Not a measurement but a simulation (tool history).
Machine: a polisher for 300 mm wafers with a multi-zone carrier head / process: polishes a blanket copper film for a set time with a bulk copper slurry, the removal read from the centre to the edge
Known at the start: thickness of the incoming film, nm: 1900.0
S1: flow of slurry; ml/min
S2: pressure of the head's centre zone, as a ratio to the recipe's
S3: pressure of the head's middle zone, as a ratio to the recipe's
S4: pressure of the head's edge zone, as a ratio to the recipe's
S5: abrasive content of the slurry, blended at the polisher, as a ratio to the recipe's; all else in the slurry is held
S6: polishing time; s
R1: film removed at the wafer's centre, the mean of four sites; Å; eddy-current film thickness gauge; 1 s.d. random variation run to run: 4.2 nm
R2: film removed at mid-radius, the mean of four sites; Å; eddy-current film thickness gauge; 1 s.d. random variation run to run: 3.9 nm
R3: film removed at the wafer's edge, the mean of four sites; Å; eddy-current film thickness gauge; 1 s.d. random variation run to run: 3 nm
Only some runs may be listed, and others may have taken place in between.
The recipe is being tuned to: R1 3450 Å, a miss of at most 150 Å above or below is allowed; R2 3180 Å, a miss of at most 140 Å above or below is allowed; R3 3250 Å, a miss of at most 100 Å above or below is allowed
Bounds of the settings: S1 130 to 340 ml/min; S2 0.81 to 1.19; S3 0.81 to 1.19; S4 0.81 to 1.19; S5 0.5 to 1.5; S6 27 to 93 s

run,day,S1,S2,S3,S4,S5,S6,R1,R2,R3
1,0,220,1,1,1,1,59,5546.3,5544.4,5406.9
2,0.108,215,1,0.98,0.98,0.9,56,5049.9,5157,5002.1
3,0.429,215,1,0.98,1.06,0.9,56,5113.5,5144,5166.2
4,0.662,215,1.03,0.98,1.06,0.9,56,5192.1,5083,5184.8
5,0.688,215,0.97,0.98,1.06,0.9,56,4955.2,5250.1,5242.1
6,0.954,210,0.99,0.96,1.03,0.85,53,4752.7,4785.8,4838.6
7,1.15,210,0.99,0.96,1.03,0.85,53,4731.7,4673.3,4842.2
8,1.254,210,1,0.96,1.01,0.8,50,4422.6,4464.9,4416.5
9,1.571,205,1,0.94,0.99,0.75,48,4291.1,4098.1,4264.8
10,1.95,205,1,0.94,0.97,0.7,46,4018.2,3902.4,3935.5

Which of these 5 next moves meets every target?
A,2.329,190,1.03,1,0.9,0.65,37,?,?,?
B,2.329,195,1.12,0.89,0.95,0.7,36,?,?,?
C,2.329,230,1,0.88,0.89,0.8,38,?,?,?
D,2.329,210,1,0.88,1.01,0.65,40,?,?,?
E,2.329,255,0.97,0.93,0.99,0.55,38,?,?,?

move,R1,R2,R3
A,3209.9,3236.9,2925.8
B,3449.2,2899.2,2964.8
C,3408.2,3174.8,3157.5
D,3427.3,3196.7,3386.1
E,3179,3191.4,3173.9
A: takes the result that was furthest off past its target
B: takes the result that was furthest off past its target
C: each result inside its tolerance
D: gains on the last run, yet a result remains outside its allowed miss
E: meets the target for the result that was furthest off, but another lies outside its allowed miss
Correct choice: C, which meets every target

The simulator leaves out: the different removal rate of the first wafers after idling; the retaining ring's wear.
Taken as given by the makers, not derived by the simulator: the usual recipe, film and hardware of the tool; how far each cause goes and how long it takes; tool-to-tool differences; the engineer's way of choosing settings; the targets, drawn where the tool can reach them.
